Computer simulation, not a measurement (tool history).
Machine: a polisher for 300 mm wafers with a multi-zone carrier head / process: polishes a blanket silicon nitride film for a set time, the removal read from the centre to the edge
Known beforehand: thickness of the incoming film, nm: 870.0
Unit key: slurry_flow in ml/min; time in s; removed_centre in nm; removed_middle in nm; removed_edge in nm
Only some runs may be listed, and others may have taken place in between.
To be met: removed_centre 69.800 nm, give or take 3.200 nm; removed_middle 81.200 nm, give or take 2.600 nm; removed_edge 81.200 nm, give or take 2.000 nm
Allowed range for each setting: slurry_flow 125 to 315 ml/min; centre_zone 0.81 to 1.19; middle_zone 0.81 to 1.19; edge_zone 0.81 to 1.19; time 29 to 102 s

run 1 day=0.000 | slurry_flow=205 centre_zone=1.00 middle_zone=1.00 edge_zone=1.00 time=65 | removed_centre=147.340 removed_middle=151.800 removed_edge=150.830
run 2 day=0.312 | slurry_flow=195 centre_zone=0.95 middle_zone=0.98 edge_zone=0.96 time=55 | removed_centre=118.370 removed_middle=125.590 removed_edge=125.090
run 3 day=0.442 | slurry_flow=185 centre_zone=0.91 middle_zone=0.97 edge_zone=0.93 time=48 | removed_centre=98.005 removed_middle=108.750 removed_edge=107.090
run 4 day=0.500 | slurry_flow=185 centre_zone=0.91 middle_zone=0.90 edge_zone=0.93 time=48 | removed_centre=98.738 removed_middle=104.360 removed_edge=105.990
run 5 day=0.758 | slurry_flow=185 centre_zone=0.91 middle_zone=0.90 edge_zone=1.01 time=48 | removed_centre=100.820 removed_middle=104.500 removed_edge=109.320
run 6 day=1.075 | slurry_flow=175 centre_zone=0.88 middle_zone=0.89 edge_zone=0.97 time=45 | removed_centre=88.685 removed_middle=97.290 removed_edge=99.917
run 7 day=1.162 | slurry_flow=165 centre_zone=0.86 middle_zone=0.87 edge_zone=0.93 time=43 | removed_centre=80.502 removed_middle=89.150 removed_edge=93.519
run 8 day=1.288 | slurry_flow=165 centre_zone=0.86 middle_zone=0.88 edge_zone=0.90 time=41 | removed_centre=75.497 removed_middle=85.538 removed_edge=89.635
run 9 day=1.479 | slurry_flow=170 centre_zone=0.87 middle_zone=0.90 edge_zone=0.88 time=39 | removed_centre=74.324 removed_middle=83.055 removed_edge=83.262
run 10 day=1.646 | slurry_flow=165 centre_zone=0.86 middle_zone=0.90 edge_zone=0.87 time=39 | removed_centre=72.901 removed_middle=82.874 removed_edge=83.404
run 11 day=1.833 | slurry_flow=145 centre_zone=0.84 middle_zone=0.90 edge_zone=0.83 time=38 | removed_centre=66.331 removed_middle=78.362 removed_edge=77.362

Pick the move, out of 4, that brings all results within their allowed miss; only one does.
run A day=2.021 | slurry_flow=125 centre_zone=0.82 middle_zone=1.01 edge_zone=0.81 time=36 | removed_centre=? removed_middle=? removed_edge=?
run B day=2.021 | slurry_flow=130 centre_zone=0.83 middle_zone=0.96 edge_zone=0.83 time=38 | removed_centre=? removed_middle=? removed_edge=?
run C day=2.021 | slurry_flow=140 centre_zone=0.92 middle_zone=0.92 edge_zone=0.81 time=36 | removed_centre=? removed_middle=? removed_edge=?
run D day=2.021 | slurry_flow=135 centre_zone=0.84 middle_zone=0.90 edge_zone=0.82 time=40 | removed_centre=? removed_middle=? removed_edge=?

move=A removed_centre=60.170 removed_middle=76.668 removed_edge=70.827
move=B removed_centre=65.082 removed_middle=79.292 removed_edge=75.977
move=C removed_centre=69.897 removed_middle=74.593 removed_edge=72.400
move=D removed_centre=70.111 removed_middle=81.092 removed_edge=80.263
A: further off than the last run
B: further off than the last run
C: further off than the last run
D: every result lands within tolerance
D meets every target.

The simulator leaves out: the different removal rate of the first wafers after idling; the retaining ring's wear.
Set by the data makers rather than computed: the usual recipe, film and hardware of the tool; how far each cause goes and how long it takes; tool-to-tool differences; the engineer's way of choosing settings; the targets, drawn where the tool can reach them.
